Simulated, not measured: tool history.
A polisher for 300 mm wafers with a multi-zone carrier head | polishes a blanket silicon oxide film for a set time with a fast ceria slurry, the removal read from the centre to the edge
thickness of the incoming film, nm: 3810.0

run	hour	flow of slurry (ml/min)	pressure of the head's centre zone	pressure of the head's middle zone	pressure of the head's edge zone	polishing time (s)	film removed at the wafer's centre (angstrom)	film removed at mid-radius (angstrom)	film removed at the wafer's edge (angstrom)
1	0	255	1	1	1	33	5246	5210.4	5111.1
2	5.4	250	0.98	0.98	0.99	32	5049.5	4898.4	4976.6
3	14.3	250	0.96	0.98	0.98	30	4611.1	4543.1	4612.8
4	22.1	250	0.94	0.98	0.96	29	4424.9	4382.4	4322.4
5	23.3	250	0.94	0.98	0.96	32	4871.1	4801.5	4917
6	28	245	0.92	0.98	0.96	31	4654.1	4768.5	4771.7
7	30.6	245	0.91	0.97	0.95	30	4447.6	4583.7	4596.4
8	33.8	245	0.9	0.96	0.94	29	4204.6	4330.3	4343.6
9	34.4	245	0.89	0.95	0.93	28	4127.7	4075.5	4206.3

The next listed run, before its measurement:
10	36.4	240	0.88	0.95	0.93	27	?	?	?

{"run 10": {"film removed at the wafer's centre (angstrom)": 3927.8, "film removed at mid-radius (angstrom)": 4125.2, "film removed at the wafer's edge (angstrom)": 4064.7}}
